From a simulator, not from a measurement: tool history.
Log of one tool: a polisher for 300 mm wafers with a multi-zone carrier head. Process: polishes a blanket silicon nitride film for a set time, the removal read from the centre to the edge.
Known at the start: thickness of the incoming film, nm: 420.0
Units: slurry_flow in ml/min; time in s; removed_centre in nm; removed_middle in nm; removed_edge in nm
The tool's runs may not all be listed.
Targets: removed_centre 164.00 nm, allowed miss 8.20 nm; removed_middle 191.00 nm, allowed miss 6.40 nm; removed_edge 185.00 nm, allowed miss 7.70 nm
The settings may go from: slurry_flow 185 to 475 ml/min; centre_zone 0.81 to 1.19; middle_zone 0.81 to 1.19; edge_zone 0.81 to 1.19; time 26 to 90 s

run  hour  slurry_flow  centre_zone  middle_zone  edge_zone  time  removed_centre  removed_middle  removed_edge
  1   0.0          305         1.00         1.00       1.00    58          145.76          143.66        146.76
  2   7.1          305         1.00         1.00       1.03    58          149.33          145.63        148.55
  3   7.9          305         1.00         0.93       1.03    58          146.79          135.82        148.88
  4  15.9          305         0.98         0.96       1.05    60          151.20          146.64        154.49
  5  21.0          305         0.98         0.96       1.08    60          145.75          146.57        160.62
  6  28.6          305         0.98         1.03       1.08    60          151.80          155.32        158.67
  7  32.6          305         0.97         1.05       1.10    61          151.36          159.63        159.68
  8  37.7          305         0.96         1.06       1.11    62          155.81          163.64        163.29
  9  43.2          305         0.94         1.07       1.12    63          154.09          167.88        167.72
     51.2  -- worn pad replaced by a new one
 10  51.2          305         0.93         1.08       1.13    64          162.61          179.91        176.97
 11  52.3          305         0.92         1.08       1.13    64          158.47          180.34        180.49
 12  59.6          310         0.92         1.09       1.13    64          159.54          183.50        183.16

Which of these 5 next moves meets every target?
  A  66.9          380         0.88         1.07       1.05    67               ?               ?             ?
  B  66.9          425         0.88         0.93       1.04    67               ?               ?             ?
  C  66.9          255         0.98         1.12       1.19    63               ?               ?             ?
  D  66.9          325         0.85         0.89       1.19    71               ?               ?             ?
  E  66.9          335         0.86         1.03       1.16    69               ?               ?             ?

move  removed_centre  removed_middle  removed_edge
   A          162.86          195.59        184.00
   B          164.24          175.92        184.67
   C          163.14          183.20        178.62
   D          163.92          175.97        206.11
   E          161.86          193.06        197.73
A: meets every target
B: further off than the last run
C: as far off as the last run
D: further off than the last run
E: brings the result that was furthest off to its target, and leaves another outside
Move A is the one to make.
